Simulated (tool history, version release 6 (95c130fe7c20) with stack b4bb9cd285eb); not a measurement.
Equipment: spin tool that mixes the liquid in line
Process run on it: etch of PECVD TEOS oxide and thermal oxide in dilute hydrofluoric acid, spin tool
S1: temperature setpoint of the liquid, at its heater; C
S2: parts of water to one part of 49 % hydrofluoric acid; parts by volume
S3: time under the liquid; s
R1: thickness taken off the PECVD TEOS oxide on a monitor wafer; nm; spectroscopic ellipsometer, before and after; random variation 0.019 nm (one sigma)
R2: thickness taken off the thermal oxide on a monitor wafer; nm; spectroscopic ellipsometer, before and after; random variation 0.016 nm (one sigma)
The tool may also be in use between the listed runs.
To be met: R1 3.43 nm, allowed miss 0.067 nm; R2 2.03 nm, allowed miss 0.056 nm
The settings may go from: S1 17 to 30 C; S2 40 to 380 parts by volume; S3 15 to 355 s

run	day	S1	S2	S3	R1	R2
1	0	22	210	180	5.9089	3.47
2	0.117	18.5	210	180	5.1267	3.0863
3	0.429	18.5	225	180	4.7369	2.805
4	0.512	18.5	225	145	3.8144	2.2717
5	0.562	18.5	185	145	4.8566	2.8712
6	0.692	17	185	145	4.5168	2.6667
7	0.904	17	195	145	4.2242	2.5607
8	0.938	17	205	145	4.0043	2.3892
9	0.988	17	210	145	3.9074	2.3197
10	1.183	17	215	145	3.7777	2.2309
11	1.308	17	220	145	3.6853	2.2081
12	1.642	17	225	145	3.608	2.1232
13	1.833	17	230	145	3.5508	2.0928

Next run, 4 choices. One meets every target within its allowed miss, the rest don't. Which?
A	2.025	17	150	85	?	?
B	2.025	26	275	120	?	?
C	2.025	19	295	170	?	?
D	2.025	28	325	160	?	?

move	R1	R2
A	3.3962	2.0203
B	3.2391	1.9268
C	3.2684	1.9443
D	3.7101	2.207
A: every result lands within tolerance
B: moves the result that the last run missed by most past its target, out the other side
C: moves the result that the last run missed by most past its target, out the other side
D: moves away from the targets compared with the last run
A meets every target.

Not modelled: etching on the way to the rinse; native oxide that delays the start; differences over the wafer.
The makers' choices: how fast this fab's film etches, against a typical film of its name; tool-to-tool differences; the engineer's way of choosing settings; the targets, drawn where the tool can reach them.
